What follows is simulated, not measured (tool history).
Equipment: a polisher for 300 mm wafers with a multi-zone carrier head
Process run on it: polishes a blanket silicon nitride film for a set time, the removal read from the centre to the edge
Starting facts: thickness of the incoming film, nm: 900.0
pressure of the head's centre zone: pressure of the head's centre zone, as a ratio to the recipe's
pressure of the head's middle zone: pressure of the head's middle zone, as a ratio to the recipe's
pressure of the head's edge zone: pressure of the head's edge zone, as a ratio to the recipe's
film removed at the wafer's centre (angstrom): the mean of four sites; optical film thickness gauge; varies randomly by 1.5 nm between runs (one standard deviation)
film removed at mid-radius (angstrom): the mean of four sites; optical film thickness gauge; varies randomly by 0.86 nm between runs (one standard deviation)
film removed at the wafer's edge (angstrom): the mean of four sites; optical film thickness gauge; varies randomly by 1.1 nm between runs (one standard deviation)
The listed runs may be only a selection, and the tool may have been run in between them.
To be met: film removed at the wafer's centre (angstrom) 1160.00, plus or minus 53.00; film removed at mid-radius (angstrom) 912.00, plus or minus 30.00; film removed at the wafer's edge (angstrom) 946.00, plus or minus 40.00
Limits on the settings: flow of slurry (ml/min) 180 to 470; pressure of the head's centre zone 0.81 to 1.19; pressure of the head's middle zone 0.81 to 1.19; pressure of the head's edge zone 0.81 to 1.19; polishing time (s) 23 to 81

| run | hour | flow of slurry (ml/min) | pressure of the head's centre zone | pressure of the head's middle zone | pressure of the head's edge zone | polishing time (s) | film removed at the wafer's centre (angstrom) | film removed at mid-radius (angstrom) | film removed at the wafer's edge (angstrom) |
|---|---|---|---|---|---|---|---|---|---|
| 1 | 0.0 | 300 | 1.00 | 1.00 | 1.00 | 52 | 1042.20 | 1058.10 | 1083.20 |
| 2 | 6.3 | 300 | 1.02 | 0.98 | 0.98 | 52 | 1076.20 | 1055.30 | 1051.10 |
| 3 | 11.0 | 300 | 0.95 | 0.98 | 0.98 | 52 | 1026.90 | 1053.90 | 1078.10 |
| 4 | 15.8 | 300 | 0.97 | 0.96 | 0.97 | 52 | 1035.60 | 1033.20 | 1030.50 |
| 5 | 17.4 | 300 | 0.99 | 0.94 | 0.98 | 52 | 1061.50 | 1014.00 | 1078.40 |
| 6 | 26.0 | 300 | 0.99 | 0.94 | 0.98 | 41 | 847.99 | 799.92 | 851.40 |
| 7 | 34.8 | 305 | 1.02 | 0.94 | 0.98 | 42 | 877.37 | 811.45 | 867.64 |
| 8 | 36.9 | 310 | 1.05 | 0.93 | 0.97 | 43 | 936.03 | 831.30 | 875.10 |
| 9 | 37.8 | 315 | 1.07 | 0.93 | 0.97 | 44 | 957.32 | 851.00 | 886.23 |
| 10 | 40.9 | 315 | 1.09 | 0.92 | 0.97 | 45 | 1041.30 | 854.83 | 917.57 |

Consider the 4 candidate settings below. Which is the only one whose results all fall within their allowed miss of target?
| A | 44.0 | 380 | 1.10 | 0.87 | 1.03 | 50 | ? | ? | ? |
| B | 44.0 | 240 | 1.18 | 0.94 | 0.93 | 49 | ? | ? | ? |
| C | 44.0 | 290 | 1.19 | 0.86 | 0.97 | 47 | ? | ? | ? |
| D | 44.0 | 330 | 1.03 | 0.85 | 1.05 | 48 | ? | ? | ? |

| move | film removed at the wafer's centre (angstrom) | film removed at mid-radius (angstrom) | film removed at the wafer's edge (angstrom) |
|---|---|---|---|
| A | 1152.30 | 936.97 | 1065.00 |
| B | 1150.80 | 933.88 | 960.57 |
| C | 1140.50 | 850.66 | 955.75 |
| D | 1021.40 | 872.14 | 1022.30 |
A: gets the furthest-off result to its target, but another result is out of tolerance
B: each result inside its tolerance
C: gets the furthest-off result to its target, but another result is out of tolerance
D: misses by more than the last run did
Answer: B
